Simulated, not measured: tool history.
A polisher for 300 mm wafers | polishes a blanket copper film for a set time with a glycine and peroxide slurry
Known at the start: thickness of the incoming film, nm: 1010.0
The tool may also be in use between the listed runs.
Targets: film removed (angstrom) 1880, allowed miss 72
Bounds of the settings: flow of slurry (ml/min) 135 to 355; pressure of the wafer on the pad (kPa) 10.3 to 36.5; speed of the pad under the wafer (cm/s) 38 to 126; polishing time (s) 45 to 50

| run | hour | flow of slurry (ml/min) | pressure of the wafer on the pad (kPa) | speed of the pad under the wafer (cm/s) | polishing time (s) | film removed (angstrom) |
|---|---|---|---|---|---|---|
| 1 | 0 | 225 | 23.4 | 82 | 50 | 3074.2 |
| 2 | 7.5 | 225 | 20 | 82 | 50 | 2756.1 |
| 3 | 8.1 | 175 | 20 | 82 | 50 | 2626.6 |
| 4 | 13.4 | 135 | 20 | 82 | 50 | 2458 |
| 5 | 18.3 | 135 | 20 | 82 | 50 | 2479 |
| 6 | 27.1 | 135 | 17.9 | 82 | 50 | 2306.2 |
| 7 | 30.9 | 135 | 16.5 | 82 | 50 | 2205.5 |
| 8 | 36 | 135 | 15.2 | 82 | 50 | 2053.8 |
| 9 | 42.4 | 135 | 14.5 | 82 | 50 | 1973 |
|  | 43.5 | head pressure recalibrated |
| 10 | 43.5 | 135 | 13.8 | 82 | 50 | 1782.7 |

Which of these 5 next moves meets every target?
| A | 44.6 | 135 | 15.9 | 76 | 50 | ? |
| B | 44.6 | 135 | 17.9 | 62 | 50 | ? |
| C | 44.6 | 135 | 10.3 | 102 | 48 | ? |
| D | 44.6 | 135 | 13.1 | 92 | 45 | ? |
| E | 44.6 | 135 | 13.1 | 82 | 46 | ? |

| move | film removed (angstrom) |
|---|---|
| A | 1834.8 |
| B | 1712.3 |
| C | 1659.2 |
| D | 1678.1 |
| E | 1574.2 |
A: meets every target
B: further off than the last run
C: further off than the last run
D: further off than the last run
E: further off than the last run
Move A is the one to make.

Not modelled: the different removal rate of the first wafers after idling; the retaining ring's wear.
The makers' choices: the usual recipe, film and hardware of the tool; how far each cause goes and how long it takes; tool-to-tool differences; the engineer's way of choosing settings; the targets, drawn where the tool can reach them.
